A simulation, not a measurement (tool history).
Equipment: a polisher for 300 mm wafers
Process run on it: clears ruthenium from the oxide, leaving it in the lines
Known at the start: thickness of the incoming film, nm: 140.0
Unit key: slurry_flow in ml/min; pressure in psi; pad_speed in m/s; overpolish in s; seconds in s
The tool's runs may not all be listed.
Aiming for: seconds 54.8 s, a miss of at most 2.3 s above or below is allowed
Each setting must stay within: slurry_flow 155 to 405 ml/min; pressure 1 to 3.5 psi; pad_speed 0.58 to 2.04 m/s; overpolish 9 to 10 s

run,day,slurry_flow,pressure,pad_speed,overpolish,seconds
1,0,260,2.2,1.3,10,88.625
2,0.333,260,2.2,1.02,10,104.24
3,0.579,260,1.8,1.02,10,127.4
4,0.812,205,1.8,1.02,10,128.45
5,0.867,205,2.3,1.06,10,103.79
6,0.95,205,1.8,1.06,10,126.09
7,0.988,210,2.3,1.12,10,99.06
8,1.138,220,2.7,1.16,10,83.873
9,1.379,230,3,1.22,10,72.863

Which single option among these 5 for the next run brings every result within its allowed miss of target? Just one does.
A,1.621,215,3.2,1.44,9,?
B,1.621,235,3.4,1.5,10,?
C,1.621,230,3.5,1.72,9,?
D,1.621,275,3.3,1.34,10,?
E,1.621,240,3.5,1.24,10,?

move,seconds
A,60.852
B,55.226
C,48.357
D,60.854
E,62.215
A: gains on the last run, yet a result remains outside its allowed miss
B: each result inside its tolerance
C: pushes the last run's worst result past its target
D: gains on the last run, yet a result remains outside its allowed miss
E: gains on the last run, yet a result remains outside its allowed miss
Go with B: it meets all targets.
